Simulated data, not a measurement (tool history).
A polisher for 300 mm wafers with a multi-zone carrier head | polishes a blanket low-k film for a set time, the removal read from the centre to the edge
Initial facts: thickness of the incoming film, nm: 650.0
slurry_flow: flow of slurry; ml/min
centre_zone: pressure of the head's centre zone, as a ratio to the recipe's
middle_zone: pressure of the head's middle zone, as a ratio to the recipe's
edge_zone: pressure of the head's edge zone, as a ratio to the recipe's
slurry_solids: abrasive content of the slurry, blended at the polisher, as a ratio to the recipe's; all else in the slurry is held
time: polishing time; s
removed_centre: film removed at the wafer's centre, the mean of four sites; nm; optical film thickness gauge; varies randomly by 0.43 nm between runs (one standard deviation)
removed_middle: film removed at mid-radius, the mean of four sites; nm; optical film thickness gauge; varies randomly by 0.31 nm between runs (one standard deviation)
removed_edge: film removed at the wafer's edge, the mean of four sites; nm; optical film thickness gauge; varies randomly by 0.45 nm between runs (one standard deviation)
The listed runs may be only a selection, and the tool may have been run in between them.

Run 1, hour 0: slurry_flow 230 ml/min, centre_zone 1, middle_zone 1, edge_zone 1, slurry_solids 1, time 80 s. Result: removed_centre 24.259 nm, removed_middle 23.316 nm, removed_edge 24.819 nm.
Run 2, hour 7.8: slurry_flow 230 ml/min, centre_zone 0.96, middle_zone 1, edge_zone 1, slurry_solids 1, time 80 s. Result: removed_centre 22.666 nm, removed_middle 23.519 nm, removed_edge 24.595 nm.
Run 3, hour 8.4: slurry_flow 230 ml/min, centre_zone 0.96, middle_zone 1, edge_zone 0.95, slurry_solids 1, time 80 s. Result: removed_centre 22.218 nm, removed_middle 24.047 nm, removed_edge 24.691 nm.
Run 4, hour 15.6: slurry_flow 265 ml/min, centre_zone 0.96, middle_zone 1, edge_zone 0.95, slurry_solids 1, time 80 s. Result: removed_centre 22.719 nm, removed_middle 23.901 nm, removed_edge 24.931 nm.
Run 5, hour 21.4: slurry_flow 265 ml/min, centre_zone 1, middle_zone 1.03, edge_zone 0.95, slurry_solids 1.1, time 81 s. Result: removed_centre 25.982 nm, removed_middle 26.586 nm, removed_edge 26.704 nm.
Run 6, hour 28.6: slurry_flow 270 ml/min, centre_zone 1.02, middle_zone 1.04, edge_zone 0.97, slurry_solids 1.2, time 81 s. Result: removed_centre 27.548 nm, removed_middle 28.048 nm, removed_edge 27.401 nm.
Run 7, hour 34.3: slurry_flow 275 ml/min, centre_zone 1.04, middle_zone 1.04, edge_zone 0.98, slurry_solids 1.25, time 82 s. Result: removed_centre 28.138 nm, removed_middle 28.578 nm, removed_edge 28.646 nm.
Run 8, hour 39.7: slurry_flow 275 ml/min, centre_zone 1.04, middle_zone 1.04, edge_zone 0.98, slurry_solids 1.25, time 82 s. Result: removed_centre 28.952 nm, removed_middle 29.192 nm, removed_edge 29.319 nm.
Run 9, hour 42.7: slurry_flow 280 ml/min, centre_zone 1.07, middle_zone 1.05, edge_zone 0.99, slurry_solids 1.3, time 82 s. Result: removed_centre 30.688 nm, removed_middle 29.646 nm, removed_edge 29.908 nm.
Run 10, hour 50.9: slurry_flow 285 ml/min, centre_zone 1.09, middle_zone 1.07, edge_zone 1, slurry_solids 1.35, time 82 s. Result: removed_centre 31.756 nm, removed_middle 30.419 nm, removed_edge 29.912 nm.

Run 11 comes next. What will it give?
Run 11, hour 53.5: slurry_flow 290 ml/min, centre_zone 1.11, middle_zone 1.07, edge_zone 1, slurry_solids 1.4, time 83 s. Result: removed_centre ?, removed_middle ?, removed_edge ?.

Run 11 came out at removed_centre 32.802 nm, removed_middle 31.289 nm, removed_edge 30.452 nm.
